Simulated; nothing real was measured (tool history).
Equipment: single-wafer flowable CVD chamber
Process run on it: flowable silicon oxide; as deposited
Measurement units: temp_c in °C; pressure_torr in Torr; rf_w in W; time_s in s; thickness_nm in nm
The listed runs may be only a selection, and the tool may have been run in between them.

run	hour	temp_c	pressure_torr	rf_w	time_s	thickness_nm
1	0	95	0.722	1530	1144	627.95
2	6.8	98	0.722	1530	1144	577.3
3	13.5	98	0.722	1735	1144	601.64
4	18.3	98	0.722	1910	1144	616.52
5	25.4	101	0.722	1910	1144	563.96
6	29.9	101	0.649	1910	1144	509.61

Run 7 is up next; what results do you expect?
7	32.1	103	0.649	1910	1144	?

{"run 7": {"thickness_nm": 480.99}}
